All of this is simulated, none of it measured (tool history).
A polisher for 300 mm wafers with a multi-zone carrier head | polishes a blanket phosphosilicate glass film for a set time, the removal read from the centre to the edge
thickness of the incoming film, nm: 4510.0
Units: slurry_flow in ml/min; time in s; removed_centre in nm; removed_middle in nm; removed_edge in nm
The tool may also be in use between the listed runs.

run,hour,slurry_flow,centre_zone,middle_zone,edge_zone,slurry_solids,time,removed_centre,removed_middle,removed_edge
1,0,305,1,1,1,1,84,518.44,519.99,510.33
2,1.7,305,1,1,0.95,1,84,517.13,527.48,491.23
3,5.7,305,1,1,0.99,1,84,515.39,519.02,496.47
4,12.1,300,0.99,0.96,0.99,0.9,80,472.11,465.35,456.59
5,19.9,300,0.99,0.96,0.99,1,80,481.74,485.75,471.38
6,27.9,300,0.99,0.93,1.01,0.9,76,445,421.65,433.11
7,32.6,300,0.98,0.91,1.01,0.8,74,412.41,389.5,412.44
8,38.6,290,0.98,0.82,0.91,0.55,62,306.7,264.47,291.48

The next listed run, before its measurement:
9,47.6,300,0.98,0.83,0.93,0.55,62,?,?,?

{"run 9": {"removed_centre": 307.79, "removed_middle": 276.97, "removed_edge": 293.88}}
